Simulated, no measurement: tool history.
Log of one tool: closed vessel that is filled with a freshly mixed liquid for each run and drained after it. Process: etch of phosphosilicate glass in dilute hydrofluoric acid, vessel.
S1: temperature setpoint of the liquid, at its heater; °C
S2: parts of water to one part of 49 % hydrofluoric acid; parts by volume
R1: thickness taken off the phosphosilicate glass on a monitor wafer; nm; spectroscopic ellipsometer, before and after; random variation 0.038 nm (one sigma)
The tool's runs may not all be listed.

Run 1, day 0.000: S1 24.0 °C, S2 205 parts by volume, time in the liquid (s) 30. Result: R1 6.6550 nm.
Run 2, day 0.117: S1 25.5 °C, S2 205 parts by volume, time in the liquid (s) 30. Result: R1 7.0275 nm.
Run 3, day 0.379: S1 26.5 °C, S2 200 parts by volume, time in the liquid (s) 30. Result: R1 7.5487 nm.
Run 4, day 0.479: S1 26.5 °C, S2 200 parts by volume, time in the liquid (s) 30. Result: R1 7.5221 nm.
Run 5, day 0.862: S1 27.0 °C, S2 195 parts by volume, time in the liquid (s) 30. Result: R1 7.9445 nm.
Run 6, day 0.942: S1 27.0 °C, S2 235 parts by volume, time in the liquid (s) 30. Result: R1 6.2830 nm.
Run 7, day 1.217: S1 27.0 °C, S2 235 parts by volume, time in the liquid (s) 30. Result: R1 6.2795 nm.

Forecast run 8:
Run 8, day 1.562: S1 27.5 °C, S2 225 parts by volume, time in the liquid (s) 30. Result: R1 ?.

{"run 8": {"R1": 6.7477}}
